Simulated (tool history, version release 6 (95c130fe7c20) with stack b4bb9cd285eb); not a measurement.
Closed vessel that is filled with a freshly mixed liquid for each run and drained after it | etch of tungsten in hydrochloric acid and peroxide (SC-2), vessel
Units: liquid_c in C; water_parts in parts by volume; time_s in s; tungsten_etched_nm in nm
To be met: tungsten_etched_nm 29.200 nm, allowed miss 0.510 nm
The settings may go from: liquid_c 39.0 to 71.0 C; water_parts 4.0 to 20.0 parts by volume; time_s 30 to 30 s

| run | day | liquid_c | water_parts | time_s | tungsten_etched_nm |
|---|---|---|---|---|---|
| 1 | 0.000 | 55.0 | 11.0 | 30 | 12.614 |
| 2 | 0.367 | 55.0 | 7.0 | 30 | 18.200 |
| 3 | 0.675 | 55.0 | 4.0 | 30 | 27.253 |
| 4 | 0.988 | 60.5 | 4.0 | 30 | 38.661 |
| 5 | 1.129 | 60.5 | 7.5 | 30 | 24.318 |
| 6 | 1.492 | 60.5 | 7.5 | 30 | 24.553 |
| 7 | 1.792 | 61.0 | 7.5 | 30 | 25.268 |
| 8 | 2.171 | 61.5 | 7.5 | 30 | 25.930 |
| 9 | 2.217 | 62.0 | 7.5 | 30 | 26.894 |
| 10 | 2.467 | 63.0 | 7.5 | 30 | 28.527 |

4 next moves are on the table. One of them brings every result within its allowed miss. Which?
| A | 2.717 | 63.0 | 7.0 | 30 | ? |
| B | 2.717 | 59.5 | 6.0 | 30 | ? |
| C | 2.717 | 62.0 | 6.5 | 30 | ? |
| D | 2.717 | 60.5 | 6.0 | 30 | ? |

| move | tungsten_etched_nm |
|---|---|
| A | 30.100 |
| B | 27.231 |
| C | 29.960 |
| D | 28.994 |
A: takes the result that was furthest off past its target
B: further off than the last run
C: takes the result that was furthest off past its target
D: meets every target
The right move is D.

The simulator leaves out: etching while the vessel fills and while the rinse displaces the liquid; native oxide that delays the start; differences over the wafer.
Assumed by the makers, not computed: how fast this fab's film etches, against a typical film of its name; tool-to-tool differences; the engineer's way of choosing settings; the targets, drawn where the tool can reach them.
